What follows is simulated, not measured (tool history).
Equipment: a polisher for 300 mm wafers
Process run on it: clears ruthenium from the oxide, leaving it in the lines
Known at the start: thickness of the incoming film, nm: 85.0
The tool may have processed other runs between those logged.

| run | hour | flow of slurry (ml/min) | pressure of the wafer on the pad (kPa) | speed of the pad under the wafer (m/s) | overpolish time after the end point (s) | time until the end point was called (s) |
|---|---|---|---|---|---|---|
| 1 | 0 | 250 | 18.6 | 0.82 | 11 | 67.701 |
| 2 | 2.7 | 250 | 19.3 | 0.82 | 11 | 65.352 |
| 3 | 7.6 | 250 | 20 | 0.82 | 11 | 65.015 |
| 4 | 15.8 | 250 | 20.7 | 0.82 | 11 | 62.392 |
| 5 | 17.8 | 250 | 21.4 | 0.82 | 11 | 59.872 |
| 6 | 19.9 | 250 | 18.6 | 0.82 | 11 | 67.692 |

Expected results for the next run?
| 7 | 27.9 | 250 | 19.3 | 0.82 | 11 | ? |

{"run 7": {"time until the end point was called (s)": 65.103}}
